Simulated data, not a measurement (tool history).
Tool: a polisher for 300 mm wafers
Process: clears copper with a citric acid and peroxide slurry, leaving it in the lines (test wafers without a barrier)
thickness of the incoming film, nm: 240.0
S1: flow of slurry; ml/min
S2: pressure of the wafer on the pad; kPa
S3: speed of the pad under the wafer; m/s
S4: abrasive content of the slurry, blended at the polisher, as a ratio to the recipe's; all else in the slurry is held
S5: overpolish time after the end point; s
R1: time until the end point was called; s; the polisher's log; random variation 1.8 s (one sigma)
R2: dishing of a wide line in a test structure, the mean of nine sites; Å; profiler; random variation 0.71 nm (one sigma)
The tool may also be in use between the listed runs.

run	hour	S1	S2	S3	S4	S5	R1	R2
1	0.0	120	26.2	1.04	1.00	21	73.376	475.69
2	6.5	120	26.2	1.04	0.85	21	75.066	478.31
3	12.2	130	26.2	1.04	0.85	21	73.526	475.96
4	14.2	130	26.2	1.04	0.70	21	77.569	452.64
5	16.9	155	26.2	1.04	0.70	21	71.377	476.84
6	21.5	155	26.2	1.04	0.85	21	69.486	486.36
7	27.0	155	25.5	1.04	0.85	21	74.545	478.53

Run 8 comes next. What will it give?
8	33.1	150	18.6	1.00	0.85	17	?	?

Run 8 gave R1 102.220 s, R2 290.83 Å.

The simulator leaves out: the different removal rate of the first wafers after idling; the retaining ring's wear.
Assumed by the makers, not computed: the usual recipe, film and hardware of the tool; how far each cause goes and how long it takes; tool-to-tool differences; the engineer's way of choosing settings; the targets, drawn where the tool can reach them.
